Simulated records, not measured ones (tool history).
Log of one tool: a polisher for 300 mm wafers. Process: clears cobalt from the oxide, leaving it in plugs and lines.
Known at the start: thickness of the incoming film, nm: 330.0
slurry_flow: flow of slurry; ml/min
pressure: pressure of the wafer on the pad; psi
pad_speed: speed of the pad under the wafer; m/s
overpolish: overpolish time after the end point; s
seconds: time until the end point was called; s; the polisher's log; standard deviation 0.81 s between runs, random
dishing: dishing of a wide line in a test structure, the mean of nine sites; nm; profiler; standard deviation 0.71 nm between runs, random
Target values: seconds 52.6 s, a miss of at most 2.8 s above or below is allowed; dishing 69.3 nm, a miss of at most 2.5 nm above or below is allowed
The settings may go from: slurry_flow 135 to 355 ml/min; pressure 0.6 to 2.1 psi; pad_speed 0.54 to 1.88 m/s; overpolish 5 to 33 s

| run | hour | slurry_flow | pressure | pad_speed | overpolish | seconds | dishing |
|---|---|---|---|---|---|---|---|
| 1 | 0 | 225 | 1.3 | 1.2 | 17 | 93.652 | 45.892 |
| 2 | 7.3 | 230 | 1.5 | 1.2 | 17 | 82 | 50.185 |
| 3 | 13.7 | 230 | 1.7 | 1.22 | 17 | 69.491 | 56.579 |
| 4 | 15.9 | 210 | 1.7 | 1.22 | 17 | 71.259 | 54.375 |
| 5 | 20.7 | 185 | 1.7 | 1.22 | 17 | 72.999 | 53.803 |
| 6 | 25.6 | 185 | 1.7 | 1.1 | 17 | 78.392 | 50.467 |
| 7 | 33 | 200 | 2.1 | 1.24 | 17 | 57.672 | 62.448 |
| 8 | 39.2 | 210 | 2.1 | 1.28 | 17 | 55.666 | 66.326 |
| 9 | 42.8 | 215 | 2.1 | 1.3 | 17 | 53.532 | 66.247 |
| 10 | 50.3 | 220 | 2.1 | 1.3 | 17 | 54.763 | 65.82 |
| 11 | 54.9 | 220 | 2.1 | 1.32 | 17 | 53.517 | 68.217 |

Exactly one of the 5 candidate moves below puts every result within its allowed miss. Which one?
| A | 59.5 | 215 | 2 | 1.28 | 20 | ? | ? |
| B | 59.5 | 195 | 2.1 | 1.38 | 20 | ? | ? |
| C | 59.5 | 295 | 1.6 | 1.5 | 21 | ? | ? |
| D | 59.5 | 200 | 1.9 | 1.52 | 18 | ? | ? |
| E | 59.5 | 230 | 2 | 1.32 | 16 | ? | ? |

| move | seconds | dishing |
|---|---|---|
| A | 56.981 | 69.79 |
| B | 51.206 | 73.978 |
| C | 58.56 | 70.668 |
| D | 51.209 | 69.807 |
| E | 54.812 | 62.464 |
A: brings the result that was furthest off to its target, and leaves another outside
B: takes the result that was furthest off past its target
C: brings the result that was furthest off to its target, and leaves another outside
D: in spec on every target
E: moves away from the targets compared with the last run
Answer: D

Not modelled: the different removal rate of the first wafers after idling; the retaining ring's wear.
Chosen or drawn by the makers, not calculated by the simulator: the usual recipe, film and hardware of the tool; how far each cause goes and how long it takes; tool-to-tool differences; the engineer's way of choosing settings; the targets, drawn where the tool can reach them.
